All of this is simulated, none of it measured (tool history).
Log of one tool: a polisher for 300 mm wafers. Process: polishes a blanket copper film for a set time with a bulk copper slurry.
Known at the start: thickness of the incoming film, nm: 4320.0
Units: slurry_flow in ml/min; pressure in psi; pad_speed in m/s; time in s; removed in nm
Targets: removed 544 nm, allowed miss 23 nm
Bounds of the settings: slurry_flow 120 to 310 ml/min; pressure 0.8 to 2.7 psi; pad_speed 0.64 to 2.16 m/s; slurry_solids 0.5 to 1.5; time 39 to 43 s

Run 1, hour 0: slurry_flow 200 ml/min, pressure 1.7 psi, pad_speed 1.4 m/s, slurry_solids 1, time 43 s. Result: removed 377.48 nm.
Run 2, hour 1.4: slurry_flow 200 ml/min, pressure 1.9 psi, pad_speed 1.4 m/s, slurry_solids 1, time 43 s. Result: removed 399.34 nm.
Run 3, hour 2.2: slurry_flow 200 ml/min, pressure 1.9 psi, pad_speed 1.4 m/s, slurry_solids 0.9, time 43 s. Result: removed 395.41 nm.
Run 4, hour 5.9: slurry_flow 200 ml/min, pressure 1.9 psi, pad_speed 1.18 m/s, slurry_solids 0.9, time 43 s. Result: removed 355.53 nm.
At hour 12.1: worn pad replaced by a new one.
Run 5, hour 12.1: slurry_flow 200 ml/min, pressure 1.9 psi, pad_speed 1.4 m/s, slurry_solids 0.9, time 43 s. Result: removed 424.37 nm.
Run 6, hour 18.5: slurry_flow 180 ml/min, pressure 1.9 psi, pad_speed 1.4 m/s, slurry_solids 0.9, time 43 s. Result: removed 413.68 nm.
Run 7, hour 25.4: slurry_flow 180 ml/min, pressure 2 psi, pad_speed 1.4 m/s, slurry_solids 0.9, time 43 s. Result: removed 427.21 nm.
Run 8, hour 26.2: slurry_flow 180 ml/min, pressure 2.1 psi, pad_speed 1.4 m/s, slurry_solids 0.9, time 43 s. Result: removed 438.63 nm.

Which of these 4 next moves meets every target?
Run A, hour 27: slurry_flow 185 ml/min, pressure 2 psi, pad_speed 1.68 m/s, slurry_solids 0.9, time 43 s. Result: removed ?.
Run B, hour 27: slurry_flow 150 ml/min, pressure 2.3 psi, pad_speed 1.6 m/s, slurry_solids 0.65, time 43 s. Result: removed ?.
Run C, hour 27: slurry_flow 135 ml/min, pressure 2.3 psi, pad_speed 1.98 m/s, slurry_solids 0.8, time 41 s. Result: removed ?.
Run D, hour 27: slurry_flow 210 ml/min, pressure 2.3 psi, pad_speed 1.58 m/s, slurry_solids 0.5, time 43 s. Result: removed ?.

move  removed
   A    484.4
   B    477.1
   C   541.03
   D   474.77
A: nearer than the last run, and not there yet
B: nearer than the last run, and not there yet
C: meets every target
D: nearer than the last run, and not there yet
The right move is C.

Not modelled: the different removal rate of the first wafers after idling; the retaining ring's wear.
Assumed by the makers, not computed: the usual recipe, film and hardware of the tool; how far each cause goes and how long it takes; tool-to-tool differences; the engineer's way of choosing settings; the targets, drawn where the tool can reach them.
